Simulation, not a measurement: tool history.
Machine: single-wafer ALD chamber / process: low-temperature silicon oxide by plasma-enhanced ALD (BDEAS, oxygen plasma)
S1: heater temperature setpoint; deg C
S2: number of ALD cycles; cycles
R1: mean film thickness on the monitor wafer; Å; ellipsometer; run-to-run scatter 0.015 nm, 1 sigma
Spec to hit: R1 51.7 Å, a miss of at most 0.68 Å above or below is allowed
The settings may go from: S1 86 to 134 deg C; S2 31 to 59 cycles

{"run": 1, "hour": 0.0, "S1": 110, "S2": 45, "R1": 63.847}
{"run": 2, "hour": 4.1, "S1": 115, "S2": 45, "R1": 63.84}
{"run": 3, "hour": 12.7, "S1": 126, "S2": 45, "R1": 62.288}
{"run": 4, "hour": 16.9, "S1": 133, "S2": 45, "R1": 61.84}
{"run": 5, "hour": 18.3, "S1": 133, "S2": 44, "R1": 59.924}
{"run": 6, "hour": 20.2, "S1": 133, "S2": 50, "R1": 68.466}
{"run": 7, "hour": 28.7, "S1": 133, "S2": 48, "R1": 65.683}
{"run": 8, "hour": 32.8, "S1": 133, "S2": 47, "R1": 64.404}
{"run": 9, "hour": 41.5, "S1": 133, "S2": 46, "R1": 62.951}
{"run": 10, "hour": 50.2, "S1": 133, "S2": 45, "R1": 61.577}
{"run": 11, "hour": 53.5, "S1": 133, "S2": 44, "R1": 60.395}
{"run": 12, "hour": 54.7, "S1": 133, "S2": 43, "R1": 59.201}
{"run": 13, "hour": 60.6, "S1": 133, "S2": 42, "R1": 57.743}
{"run": 14, "hour": 68.3, "S1": 133, "S2": 41, "R1": 55.945}
{"run": 15, "hour": 69.7, "S1": 133, "S2": 39, "R1": 53.275}

Next run, 5 choices. One meets every target within its allowed miss, the rest don't. Which?
{"run": "A", "hour": 71.1, "S1": 134, "S2": 37, "R1": "?"}
{"run": "B", "hour": 71.1, "S1": 134, "S2": 40, "R1": "?"}
{"run": "C", "hour": 71.1, "S1": 132, "S2": 39, "R1": "?"}
{"run": "D", "hour": 71.1, "S1": 128, "S2": 39, "R1": "?"}
{"run": "E", "hour": 71.1, "S1": 134, "S2": 38, "R1": "?"}

move=A R1=50.542
move=B R1=54.64
move=C R1=53.453
move=D R1=53.812
move=E R1=51.908
A: takes the biggest miss from the last run beyond its target
B: lands further from the targets than the last run did
C: lands further from the targets than the last run did
D: lands further from the targets than the last run did
E: each result inside its tolerance
Correct choice: E, which meets every target

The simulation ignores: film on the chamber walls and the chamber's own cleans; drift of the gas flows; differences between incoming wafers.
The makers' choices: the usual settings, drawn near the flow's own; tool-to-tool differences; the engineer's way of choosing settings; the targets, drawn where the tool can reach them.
